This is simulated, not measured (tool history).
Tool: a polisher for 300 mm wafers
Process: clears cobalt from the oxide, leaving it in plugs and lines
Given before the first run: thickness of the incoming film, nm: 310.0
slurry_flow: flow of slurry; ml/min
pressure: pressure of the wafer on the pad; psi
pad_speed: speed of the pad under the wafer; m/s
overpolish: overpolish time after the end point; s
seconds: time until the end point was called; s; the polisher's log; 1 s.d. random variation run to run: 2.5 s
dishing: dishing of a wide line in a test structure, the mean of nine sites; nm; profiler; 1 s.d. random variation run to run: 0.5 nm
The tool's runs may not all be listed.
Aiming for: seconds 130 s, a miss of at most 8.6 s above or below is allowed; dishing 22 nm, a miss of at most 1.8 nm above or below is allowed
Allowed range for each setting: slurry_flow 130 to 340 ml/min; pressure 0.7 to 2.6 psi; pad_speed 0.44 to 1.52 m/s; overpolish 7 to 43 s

Run 1, hour 0: slurry_flow 220 ml/min, pressure 1.6 psi, pad_speed 0.98 m/s, overpolish 22 s. Result: seconds 96.432 s, dishing 38.526 nm.
Run 2, hour 7.8: slurry_flow 265 ml/min, pressure 1.6 psi, pad_speed 0.98 m/s, overpolish 22 s. Result: seconds 96.765 s, dishing 39.744 nm.
Run 3, hour 11.1: slurry_flow 265 ml/min, pressure 1.8 psi, pad_speed 0.98 m/s, overpolish 22 s. Result: seconds 86.337 s, dishing 38.699 nm.
Run 4, hour 13.8: slurry_flow 265 ml/min, pressure 1.8 psi, pad_speed 1.08 m/s, overpolish 22 s. Result: seconds 77.433 s, dishing 41.746 nm.
Run 5, hour 15.4: slurry_flow 255 ml/min, pressure 1.8 psi, pad_speed 0.94 m/s, overpolish 18 s. Result: seconds 89.347 s, dishing 35.135 nm.
Run 6, hour 19.1: slurry_flow 250 ml/min, pressure 1.8 psi, pad_speed 0.84 m/s, overpolish 15 s. Result: seconds 101.83 s, dishing 31.967 nm.
Run 7, hour 23: slurry_flow 235 ml/min, pressure 1.9 psi, pad_speed 0.74 m/s, overpolish 13 s. Result: seconds 103.43 s, dishing 25.996 nm.
Run 8, hour 24.9: slurry_flow 235 ml/min, pressure 1.8 psi, pad_speed 0.72 m/s, overpolish 12 s. Result: seconds 119.7 s, dishing 23.32 nm.

Exercise: of the 4 proposed moves below, exactly one satisfies all targets within the stated allowed misses. Which move is it?
Run A, hour 26.8: slurry_flow 255 ml/min, pressure 1.8 psi, pad_speed 0.7 m/s, overpolish 15 s. Result: seconds ?, dishing ?.
Run B, hour 26.8: slurry_flow 215 ml/min, pressure 1.9 psi, pad_speed 0.76 m/s, overpolish 12 s. Result: seconds ?, dishing ?.
Run C, hour 26.8: slurry_flow 270 ml/min, pressure 1.2 psi, pad_speed 0.74 m/s, overpolish 17 s. Result: seconds ?, dishing ?.
Run D, hour 26.8: slurry_flow 255 ml/min, pressure 2 psi, pad_speed 0.58 m/s, overpolish 12 s. Result: seconds ?, dishing ?.

move  seconds  dishing
   A   116.97   26.572
   B    105.4   24.492
   C   153.81   24.072
   D   127.88   21.351
A: its largest miss is bigger than the last run's
B: its largest miss is bigger than the last run's
C: takes the result that was furthest off past its target
D: hits every target within its allowed miss
Move D is the one to make.

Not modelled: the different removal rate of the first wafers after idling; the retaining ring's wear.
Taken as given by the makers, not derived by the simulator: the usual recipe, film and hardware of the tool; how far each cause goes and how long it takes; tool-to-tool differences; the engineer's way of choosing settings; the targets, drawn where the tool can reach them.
